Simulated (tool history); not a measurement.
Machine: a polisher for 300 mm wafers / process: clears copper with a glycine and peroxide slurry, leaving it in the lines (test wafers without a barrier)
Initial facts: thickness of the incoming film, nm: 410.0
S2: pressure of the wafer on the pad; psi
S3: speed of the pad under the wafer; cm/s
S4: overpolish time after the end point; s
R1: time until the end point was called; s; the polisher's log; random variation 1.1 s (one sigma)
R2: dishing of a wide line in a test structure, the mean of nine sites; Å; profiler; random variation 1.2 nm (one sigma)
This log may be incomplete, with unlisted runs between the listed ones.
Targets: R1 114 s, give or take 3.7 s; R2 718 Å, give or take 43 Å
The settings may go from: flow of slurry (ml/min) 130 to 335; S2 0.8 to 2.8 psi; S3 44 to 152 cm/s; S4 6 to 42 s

Run 1, hour 0: flow of slurry (ml/min) 215, S2 1.8 psi, S3 98 cm/s, S4 21 s. Result: R1 121.54 s, R2 492.08 Å.
Run 2, hour 3.4: flow of slurry (ml/min) 215, S2 2 psi, S3 98 cm/s, S4 21 s. Result: R1 111.79 s, R2 511.96 Å.
Run 3, hour 8: flow of slurry (ml/min) 180, S2 2 psi, S3 98 cm/s, S4 21 s. Result: R1 116.25 s, R2 495.3 Å.
Run 4, hour 14.9: flow of slurry (ml/min) 180, S2 2.4 psi, S3 98 cm/s, S4 21 s. Result: R1 105.01 s, R2 549.38 Å.
Run 5, hour 21.2: flow of slurry (ml/min) 180, S2 2.6 psi, S3 98 cm/s, S4 21 s. Result: R1 100.32 s, R2 577.14 Å.
Run 6, hour 25: flow of slurry (ml/min) 175, S2 2.5 psi, S3 98 cm/s, S4 22 s. Result: R1 105.01 s, R2 589.4 Å.
Run 7, hour 28: flow of slurry (ml/min) 170, S2 2.5 psi, S3 98 cm/s, S4 23 s. Result: R1 102.8 s, R2 612.02 Å.
Run 8, hour 31.7: flow of slurry (ml/min) 170, S2 2.4 psi, S3 98 cm/s, S4 24 s. Result: R1 104.17 s, R2 612.6 Å.
Run 9, hour 40.5: flow of slurry (ml/min) 170, S2 2.3 psi, S3 98 cm/s, S4 25 s. Result: R1 109.25 s, R2 635.47 Å.
Run 10, hour 47.1: flow of slurry (ml/min) 165, S2 2.3 psi, S3 98 cm/s, S4 26 s. Result: R1 109.23 s, R2 660.99 Å.
Run 11, hour 51.1: flow of slurry (ml/min) 155, S2 2.2 psi, S3 98 cm/s, S4 28 s. Result: R1 110.57 s, R2 673.86 Å.

Which of these 5 next moves meets every target?
Run A, hour 55.1: flow of slurry (ml/min) 165, S2 2.2 psi, S3 94 cm/s, S4 31 s. Result: R1 ?, R2 ?.
Run B, hour 55.1: flow of slurry (ml/min) 130, S2 2.3 psi, S3 98 cm/s, S4 27 s. Result: R1 ?, R2 ?.
Run C, hour 55.1: flow of slurry (ml/min) 130, S2 2.5 psi, S3 100 cm/s, S4 25 s. Result: R1 ?, R2 ?.
Run D, hour 55.1: flow of slurry (ml/min) 165, S2 2.5 psi, S3 94 cm/s, S4 32 s. Result: R1 ?, R2 ?.
Run E, hour 55.1: flow of slurry (ml/min) 135, S2 2.5 psi, S3 98 cm/s, S4 28 s. Result: R1 ?, R2 ?.

move      R1      R2
   A  114.58  717.09
   B  111.21  656.64
   C  104.59  649.76
   D  106.98  780.84
   E  105.81  706.73
A: every result within its allowed miss
B: the biggest miss grows against the last run
C: the biggest miss grows against the last run
D: pushes the last run's worst result past its target
E: puts the biggest miss on target and leaves a different result outside tolerance
So the answer is move A, the one that meets all the targets.

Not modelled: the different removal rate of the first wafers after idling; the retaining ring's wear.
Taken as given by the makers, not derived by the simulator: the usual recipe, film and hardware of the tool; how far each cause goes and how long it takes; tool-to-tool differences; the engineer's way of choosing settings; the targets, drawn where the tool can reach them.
